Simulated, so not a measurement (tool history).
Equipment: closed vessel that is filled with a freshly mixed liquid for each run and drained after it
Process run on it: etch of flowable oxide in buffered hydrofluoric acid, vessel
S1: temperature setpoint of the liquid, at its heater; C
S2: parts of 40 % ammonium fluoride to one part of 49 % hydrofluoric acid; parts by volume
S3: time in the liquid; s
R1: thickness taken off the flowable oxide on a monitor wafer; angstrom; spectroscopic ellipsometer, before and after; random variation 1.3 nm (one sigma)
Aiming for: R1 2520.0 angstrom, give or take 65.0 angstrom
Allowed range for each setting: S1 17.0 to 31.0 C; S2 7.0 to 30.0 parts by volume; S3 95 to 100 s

Run 1, hour 0.0: S1 23.0 C, S2 20.0 parts by volume, S3 95 s. Result: R1 1243.9 angstrom.
Run 2, hour 7.2: S1 23.0 C, S2 20.0 parts by volume, S3 95 s. Result: R1 1250.7 angstrom.
Run 3, hour 13.0: S1 23.0 C, S2 20.0 parts by volume, S3 95 s. Result: R1 1239.6 angstrom.
Run 4, hour 19.8: S1 23.0 C, S2 20.0 parts by volume, S3 95 s. Result: R1 1230.7 angstrom.
Run 5, hour 22.5: S1 24.5 C, S2 18.5 parts by volume, S3 95 s. Result: R1 1444.6 angstrom.
Run 6, hour 27.7: S1 27.0 C, S2 18.5 parts by volume, S3 95 s. Result: R1 1653.8 angstrom.
Run 7, hour 33.7: S1 28.0 C, S2 17.5 parts by volume, S3 95 s. Result: R1 1833.2 angstrom.
At hour 38.5: thermometer replaced.
Run 8, hour 38.5: S1 28.0 C, S2 17.5 parts by volume, S3 95 s. Result: R1 1667.3 angstrom.
Run 9, hour 42.3: S1 31.0 C, S2 11.0 parts by volume, S3 95 s. Result: R1 3079.3 angstrom.
Run 10, hour 44.3: S1 30.0 C, S2 11.0 parts by volume, S3 95 s. Result: R1 2937.9 angstrom.
Run 11, hour 52.8: S1 29.5 C, S2 11.0 parts by volume, S3 95 s. Result: R1 2883.2 angstrom.
Run 12, hour 54.1: S1 29.0 C, S2 11.0 parts by volume, S3 95 s. Result: R1 2766.9 angstrom.
Run 13, hour 55.5: S1 28.5 C, S2 11.0 parts by volume, S3 95 s. Result: R1 2707.5 angstrom.
Run 14, hour 56.3: S1 28.5 C, S2 11.0 parts by volume, S3 95 s. Result: R1 2711.5 angstrom.
Run 15, hour 59.9: S1 28.5 C, S2 11.0 parts by volume, S3 95 s. Result: R1 2700.0 angstrom.
Run 16, hour 62.0: S1 28.0 C, S2 11.0 parts by volume, S3 95 s. Result: R1 2634.6 angstrom.

Exercise: of the 5 proposed moves below, exactly one satisfies all targets within the stated allowed misses. Which move is it?
Run A, hour 64.1: S1 27.5 C, S2 10.5 parts by volume, S3 100 s. Result: R1 ?.
Run B, hour 64.1: S1 29.0 C, S2 11.5 parts by volume, S3 100 s. Result: R1 ?.
Run C, hour 64.1: S1 26.5 C, S2 10.5 parts by volume, S3 95 s. Result: R1 ?.
Run D, hour 64.1: S1 28.5 C, S2 11.0 parts by volume, S3 100 s. Result: R1 ?.
Run E, hour 64.1: S1 28.0 C, S2 10.5 parts by volume, S3 95 s. Result: R1 ?.

move      R1
   A  2829.4
   B  2804.0
   C  2547.9
   D  2851.7
   E  2760.4
A: misses by more than the last run did
B: misses by more than the last run did
C: hits every target within its allowed miss
D: misses by more than the last run did
E: misses by more than the last run did
C meets every target.
